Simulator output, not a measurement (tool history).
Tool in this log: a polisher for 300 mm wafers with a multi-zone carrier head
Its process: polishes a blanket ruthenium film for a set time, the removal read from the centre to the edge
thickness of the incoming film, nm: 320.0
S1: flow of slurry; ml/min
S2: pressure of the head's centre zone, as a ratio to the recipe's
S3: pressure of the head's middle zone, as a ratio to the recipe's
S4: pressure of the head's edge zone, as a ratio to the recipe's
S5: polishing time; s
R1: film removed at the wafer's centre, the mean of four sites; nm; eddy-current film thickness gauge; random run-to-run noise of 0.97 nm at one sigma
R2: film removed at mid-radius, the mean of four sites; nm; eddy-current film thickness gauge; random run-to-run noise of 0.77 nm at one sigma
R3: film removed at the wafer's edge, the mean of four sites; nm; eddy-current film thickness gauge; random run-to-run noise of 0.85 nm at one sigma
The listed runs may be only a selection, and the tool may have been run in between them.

run  hour   S1    S2    S3    S4  S5      R1      R2      R3
  1     0  240     1     1     1  62  85.319   86.34  85.526
  2   6.2  240     1     1     1  76  106.24  106.06  102.85
  3    15  240  1.01     1  0.98  72  97.871   99.06  97.776
  4  16.4  245  1.03  1.01  0.98  67  96.118   93.56  89.885
  5  22.1  245  0.95  1.01  0.98  67  88.043   91.01  90.032
  6  30.8  250  0.96  1.01  0.97  64  82.692  90.053  84.373
  7  39.7  250  0.98     1  0.96  61  82.294  86.317  80.792
  8  47.2  245  0.99  0.98  0.95  59  78.658  79.919  80.255
  9  53.3  250     1  0.98  0.95  56  76.803  78.059  74.042

Run 10 comes next. What will it give?
 10  54.2  250   1  0.97  0.94  55   ?   ?   ?

R1: 74.847 nm
R2: 74.873 nm
R3: 73.064 nm
